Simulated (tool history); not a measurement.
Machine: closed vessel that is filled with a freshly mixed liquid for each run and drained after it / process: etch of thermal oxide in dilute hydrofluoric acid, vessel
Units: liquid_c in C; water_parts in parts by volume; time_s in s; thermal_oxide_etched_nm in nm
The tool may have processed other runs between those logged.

run  hour  liquid_c  water_parts  time_s  thermal_oxide_etched_nm
  1   0.0      24.0          255     795                  13.1150
  2   9.8      24.0          310     795                  10.0610
  3  15.6      26.5          310     795                  11.0780
  4  20.6      26.5          310     795                  11.0270
  5  30.2      26.5          310     585                   7.9732
  6  39.7      26.5          280     590                   9.3275
  7  43.6      27.0          255     615                  11.1300
  8  47.1      31.0          150     635                  25.0410
  9  56.2      31.0          145     635                  27.0110
 10  59.8      31.0          140     635                  28.0220

Run 11, settings as shown, results not yet in. Your forecast:
 11  63.2      31.0          135     635                        ?

thermal_oxide_etched_nm: 29.0930 nm
